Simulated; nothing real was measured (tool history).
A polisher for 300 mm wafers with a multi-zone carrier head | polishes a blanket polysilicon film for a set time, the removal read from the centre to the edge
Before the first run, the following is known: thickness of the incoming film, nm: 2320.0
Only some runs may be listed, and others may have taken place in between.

run  hour  flow of slurry (ml/min)  pressure of the head's centre zone  pressure of the head's middle zone  pressure of the head's edge zone  polishing time (s)  film removed at the wafer's centre (angstrom)  film removed at mid-radius (angstrom)  film removed at the wafer's edge (angstrom)
  1   0.0                      200                                1.00                                1.00                              1.00                  51                                         3803.3                                 3747.1                                       3747.2
  2   4.8                      190                                1.03                                0.95                              0.97                  46                                         3427.7                                 3217.9                                       3377.3
  3   7.5                      195                                1.08                                0.92                              0.93                  42                                         3324.8                                 2868.4                                       2987.0
  4   9.0                      185                                1.09                                0.89                              0.91                  40                                         3120.8                                 2612.3                                       2740.5
  5  12.9                      170                                1.10                                0.87                              0.91                  40                                         3093.8                                 2577.8                                       2748.2
  6  17.2                      170                                1.10                                0.87                              0.86                  40                                         3176.0                                 2545.9                                       2686.7

Run 7 has not been measured yet. What should we expect?
  7  21.7                      165                                1.11                                0.85                              0.87                  39                                              ?                                      ?                                            ?

Run 7 measured film removed at the wafer's centre (angstrom) 3069.1, film removed at mid-radius (angstrom) 2378.3, film removed at the wafer's edge (angstrom) 2584.4.
